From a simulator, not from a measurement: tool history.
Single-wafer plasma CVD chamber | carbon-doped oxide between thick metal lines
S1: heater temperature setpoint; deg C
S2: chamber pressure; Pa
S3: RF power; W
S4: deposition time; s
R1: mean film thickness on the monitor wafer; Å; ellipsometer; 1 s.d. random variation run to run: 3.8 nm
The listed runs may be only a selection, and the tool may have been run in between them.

run,hour,S1,S2,S3,S4,R1
1,0.0,345,508,480,213,9426.0
2,4.5,343,532,485,213,9606.4
3,8.2,343,611,485,213,9826.3
4,16.8,341,624,485,213,9878.9
5,19.6,341,624,425,213,8860.9
6,22.4,341,624,425,213,8834.0
7,25.6,340,637,435,213,9072.4
8,28.3,339,648,445,213,9331.5
9,34.1,337,657,450,213,9525.8
10,41.5,335,665,455,213,9652.9
11,44.3,325,712,505,214,10873.0
12,47.5,325,712,505,214,10897.0
13,53.2,326,708,505,214,10880.0

Run 14, settings as shown, results not yet in. Your forecast:
14,53.9,327,704,505,214,?

{"run 14": {"R1": 10830.0}}
